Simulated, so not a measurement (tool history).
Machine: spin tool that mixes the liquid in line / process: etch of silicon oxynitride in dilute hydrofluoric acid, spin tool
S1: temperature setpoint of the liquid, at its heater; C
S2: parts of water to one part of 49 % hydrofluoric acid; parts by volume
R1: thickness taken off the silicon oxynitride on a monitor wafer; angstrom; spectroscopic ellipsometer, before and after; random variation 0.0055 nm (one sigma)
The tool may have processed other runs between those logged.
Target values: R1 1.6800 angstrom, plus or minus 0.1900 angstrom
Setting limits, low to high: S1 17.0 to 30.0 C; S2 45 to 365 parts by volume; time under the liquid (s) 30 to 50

Run 1, day 0.000: S1 22.0 C, S2 205 parts by volume, time under the liquid (s) 50. Result: R1 3.0442 angstrom.
Run 2, day 0.121: S1 21.5 C, S2 220 parts by volume, time under the liquid (s) 45. Result: R1 2.4842 angstrom.
Run 3, day 0.488: S1 21.5 C, S2 280 parts by volume, time under the liquid (s) 45. Result: R1 1.8946 angstrom.
Run 4, day 0.625: S1 21.5 C, S2 250 parts by volume, time under the liquid (s) 45. Result: R1 2.1139 angstrom.
Run 5, day 0.667: S1 21.5 C, S2 250 parts by volume, time under the liquid (s) 50. Result: R1 2.3832 angstrom.
Run 6, day 0.988: S1 21.0 C, S2 260 parts by volume, time under the liquid (s) 50. Result: R1 2.2348 angstrom.
Run 7, day 1.217: S1 21.0 C, S2 270 parts by volume, time under the liquid (s) 50. Result: R1 2.1504 angstrom.
Run 8, day 1.312: S1 21.0 C, S2 280 parts by volume, time under the liquid (s) 50. Result: R1 2.0336 angstrom.
Run 9, day 1.350: S1 21.0 C, S2 285 parts by volume, time under the liquid (s) 50. Result: R1 1.9819 angstrom.
Run 10, day 1.592: S1 21.0 C, S2 290 parts by volume, time under the liquid (s) 50. Result: R1 2.1081 angstrom.

Below are 4 possible settings for the next run. Only one of them brings all results inside the allowed miss of their targets. Which is it?
Run A, day 1.833: S1 21.5 C, S2 265 parts by volume, time under the liquid (s) 50. Result: R1 ?.
Run B, day 1.833: S1 21.5 C, S2 285 parts by volume, time under the liquid (s) 50. Result: R1 ?.
Run C, day 1.833: S1 19.5 C, S2 305 parts by volume, time under the liquid (s) 50. Result: R1 ?.
Run D, day 1.833: S1 19.5 C, S2 270 parts by volume, time under the liquid (s) 50. Result: R1 ?.

move      R1
   A  2.1697
   B  1.9916
   C  1.6828
   D  1.9411
A: the biggest miss grows against the last run
B: gains on the last run, yet a result remains outside its allowed miss
C: in spec on every target
D: gains on the last run, yet a result remains outside its allowed miss
Go with C: it meets all targets.

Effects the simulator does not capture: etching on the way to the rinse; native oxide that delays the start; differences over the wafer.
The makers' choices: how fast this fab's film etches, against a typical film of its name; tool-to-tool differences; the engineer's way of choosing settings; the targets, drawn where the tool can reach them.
